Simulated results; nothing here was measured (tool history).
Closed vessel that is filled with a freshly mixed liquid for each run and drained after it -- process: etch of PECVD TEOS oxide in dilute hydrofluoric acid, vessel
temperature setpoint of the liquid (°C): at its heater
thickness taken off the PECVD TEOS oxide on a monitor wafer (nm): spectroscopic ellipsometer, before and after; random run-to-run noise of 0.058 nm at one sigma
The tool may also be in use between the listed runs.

run,day,temperature setpoint of the liquid (°C),parts of water to one part of 49 % hydrofluoric acid (parts by volume),time in the liquid (s),thickness taken off the PECVD TEOS oxide on a monitor wafer (nm)
1,0.000,25.0,280,140,10.5620
2,0.129,24.0,280,140,10.1370
3,0.371,24.0,205,140,14.8260
4,0.438,20.5,205,140,13.1130
5,0.517,20.0,230,140,11.4980
6,0.742,20.0,230,110,8.8341

Expected results for the next run?
7,0.888,19.5,240,110,?

thickness taken off the PECVD TEOS oxide on a monitor wafer (nm): 8.2732

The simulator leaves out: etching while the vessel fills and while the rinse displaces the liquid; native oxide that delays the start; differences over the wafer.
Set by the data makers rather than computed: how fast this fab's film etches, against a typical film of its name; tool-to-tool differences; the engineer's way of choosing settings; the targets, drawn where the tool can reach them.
